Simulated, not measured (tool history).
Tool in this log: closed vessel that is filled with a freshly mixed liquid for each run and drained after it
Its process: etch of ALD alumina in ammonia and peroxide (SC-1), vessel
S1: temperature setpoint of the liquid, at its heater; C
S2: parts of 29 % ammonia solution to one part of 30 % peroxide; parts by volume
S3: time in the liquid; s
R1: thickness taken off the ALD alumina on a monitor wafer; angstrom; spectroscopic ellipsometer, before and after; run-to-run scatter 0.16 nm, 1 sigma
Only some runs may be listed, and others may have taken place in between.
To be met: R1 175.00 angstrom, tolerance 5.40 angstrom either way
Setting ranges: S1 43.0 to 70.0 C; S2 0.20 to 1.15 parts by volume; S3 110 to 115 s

run 1 hour=0.0 | S1=59.0 S2=0.65 S3=110 | R1=105.92
run 2 hour=1.0 | S1=61.5 S2=0.65 S3=110 | R1=119.36
run 3 hour=2.8 | S1=63.5 S2=0.65 S3=110 | R1=133.22
run 4 hour=4.0 | S1=64.5 S2=0.65 S3=110 | R1=139.90
run 5 hour=9.5 | S1=65.5 S2=0.65 S3=110 | R1=145.73
run 6 hour=15.1 | S1=66.5 S2=0.65 S3=110 | R1=153.14
run 7 hour=23.6 | S1=67.0 S2=0.65 S3=110 | R1=156.30
run 8 hour=30.1 | S1=67.5 S2=0.65 S3=110 | R1=161.97
run 9 hour=31.5 | S1=68.0 S2=0.65 S3=110 | R1=165.58
-- hour=33.5 ammonia flow meter replaced
run 10 hour=33.5 | S1=68.0 S2=0.65 S3=110 | R1=164.82

Next run, 4 choices. One meets every target within its allowed miss, the rest don't. Which?
run A hour=35.5 | S1=67.5 S2=0.60 S3=110 | R1=?
run B hour=35.5 | S1=70.0 S2=0.75 S3=110 | R1=?
run C hour=35.5 | S1=67.5 S2=0.55 S3=110 | R1=?
run D hour=35.5 | S1=68.0 S2=0.60 S3=115 | R1=?

move=A R1=163.37
move=B R1=188.32
move=C R1=162.04
move=D R1=175.01
A: further off than the last run
B: takes the biggest miss from the last run beyond its target
C: further off than the last run
D: meets every target
Move D is the one to make.

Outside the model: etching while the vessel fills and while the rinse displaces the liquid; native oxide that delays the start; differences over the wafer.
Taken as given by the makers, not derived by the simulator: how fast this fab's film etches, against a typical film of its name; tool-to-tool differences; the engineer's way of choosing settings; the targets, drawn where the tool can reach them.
